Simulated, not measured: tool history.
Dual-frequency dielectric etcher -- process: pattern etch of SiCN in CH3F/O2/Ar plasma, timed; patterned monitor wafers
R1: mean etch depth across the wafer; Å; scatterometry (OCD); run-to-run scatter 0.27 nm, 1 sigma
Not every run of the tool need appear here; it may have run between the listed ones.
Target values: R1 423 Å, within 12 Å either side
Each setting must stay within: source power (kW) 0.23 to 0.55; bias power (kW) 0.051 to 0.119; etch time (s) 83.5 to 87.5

run 1 hour=0 | source_power_(kW)=0.39 bias_power_(kW)=0.085 etch_time_(s)=83.5 | R1=343.59
run 2 hour=3 | source_power_(kW)=0.39 bias_power_(kW)=0.099 etch_time_(s)=83.5 | R1=363.38
run 3 hour=8.1 | source_power_(kW)=0.36 bias_power_(kW)=0.099 etch_time_(s)=83.5 | R1=349.28
run 4 hour=10.8 | source_power_(kW)=0.38 bias_power_(kW)=0.101 etch_time_(s)=83.5 | R1=362.66
run 5 hour=14.5 | source_power_(kW)=0.38 bias_power_(kW)=0.112 etch_time_(s)=83.5 | R1=373.69
run 6 hour=16.6 | source_power_(kW)=0.4 bias_power_(kW)=0.113 etch_time_(s)=83.5 | R1=381.84
run 7 hour=19.8 | source_power_(kW)=0.41 bias_power_(kW)=0.114 etch_time_(s)=83.5 | R1=387.89
run 8 hour=21.6 | source_power_(kW)=0.41 bias_power_(kW)=0.114 etch_time_(s)=83.5 | R1=393.55
run 9 hour=27.3 | source_power_(kW)=0.42 bias_power_(kW)=0.115 etch_time_(s)=83.5 | R1=398.76

Below are 4 possible settings for the next run. Only one of them brings all results inside the allowed miss of their targets. Which is it?
run A hour=33 | source_power_(kW)=0.42 bias_power_(kW)=0.107 etch_time_(s)=83.5 | R1=?
run B hour=33 | source_power_(kW)=0.36 bias_power_(kW)=0.108 etch_time_(s)=84.5 | R1=?
run C hour=33 | source_power_(kW)=0.38 bias_power_(kW)=0.112 etch_time_(s)=87.5 | R1=?
run D hour=33 | source_power_(kW)=0.5 bias_power_(kW)=0.119 etch_time_(s)=83.5 | R1=?

move=A R1=384.76
move=B R1=368.1
move=C R1=394.43
move=D R1=427.57
A: further off than the last run
B: further off than the last run
C: further off than the last run
D: all results land within tolerance of their targets
D meets every target.

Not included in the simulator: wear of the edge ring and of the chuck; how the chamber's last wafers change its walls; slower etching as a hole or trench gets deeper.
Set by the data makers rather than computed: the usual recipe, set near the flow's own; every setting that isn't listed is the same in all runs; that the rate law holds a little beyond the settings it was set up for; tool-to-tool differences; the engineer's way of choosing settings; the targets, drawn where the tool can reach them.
